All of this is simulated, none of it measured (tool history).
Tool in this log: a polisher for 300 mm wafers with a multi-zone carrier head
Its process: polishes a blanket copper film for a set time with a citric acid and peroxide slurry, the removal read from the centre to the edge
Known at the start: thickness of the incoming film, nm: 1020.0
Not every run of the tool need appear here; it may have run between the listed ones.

| run | hour | flow of slurry (ml/min) | pressure of the head's centre zone | pressure of the head's middle zone | pressure of the head's edge zone | abrasive content of the slurry | polishing time (s) | film removed at the wafer's centre (Å) | film removed at mid-radius (Å) | film removed at the wafer's edge (Å) |
|---|---|---|---|---|---|---|---|---|---|---|
| 1 | 0.0 | 215 | 1.00 | 1.00 | 1.00 | 1.00 | 76 | 1476.7 | 1460.4 | 1441.1 |
| 2 | 1.4 | 215 | 1.00 | 1.08 | 1.00 | 1.00 | 76 | 1509.5 | 1574.5 | 1430.6 |
| 3 | 5.8 | 215 | 1.00 | 1.08 | 1.00 | 1.00 | 63 | 1252.1 | 1285.0 | 1186.1 |
| 4 | 12.5 | 215 | 0.96 | 1.08 | 1.00 | 1.00 | 63 | 1175.7 | 1289.4 | 1166.5 |
| 5 | 21.0 | 190 | 0.96 | 1.08 | 1.00 | 1.00 | 63 | 1142.4 | 1286.4 | 1171.9 |
| 6 | 29.4 | 190 | 0.96 | 1.08 | 1.03 | 1.00 | 63 | 1162.6 | 1247.1 | 1190.8 |
| 7 | 36.2 | 190 | 0.96 | 1.07 | 1.05 | 1.05 | 63 | 1183.8 | 1250.7 | 1175.5 |
| 8 | 42.1 | 180 | 0.96 | 1.04 | 1.06 | 1.05 | 65 | 1206.3 | 1272.7 | 1265.7 |
| 9 | 45.7 | 180 | 0.97 | 1.02 | 1.07 | 1.05 | 65 | 1207.3 | 1262.8 | 1244.0 |
| 10 | 50.6 | 180 | 0.97 | 0.99 | 1.09 | 1.05 | 65 | 1206.3 | 1213.5 | 1267.6 |
| 11 | 58.9 | 180 | 0.97 | 0.98 | 1.10 | 1.05 | 65 | 1197.7 | 1209.5 | 1259.8 |
| 12 | 66.9 | 180 | 0.97 | 0.96 | 1.11 | 1.10 | 65 | 1216.8 | 1201.2 | 1283.4 |
| 13 | 70.4 | 180 | 0.97 | 0.95 | 1.12 | 1.10 | 65 | 1230.6 | 1205.5 | 1281.6 |
| 14 | 74.7 | 180 | 0.97 | 0.94 | 1.13 | 1.10 | 65 | 1222.7 | 1191.2 | 1298.4 |

Estimate the outcome of run 15 from the log above:
| 15 | 75.7 | 185 | 0.97 | 0.93 | 1.14 | 1.10 | 65 | ? | ? | ? |

Run 15 gave film removed at the wafer's centre (Å) 1230.4, film removed at mid-radius (Å) 1186.2, film removed at the wafer's edge (Å) 1303.4.
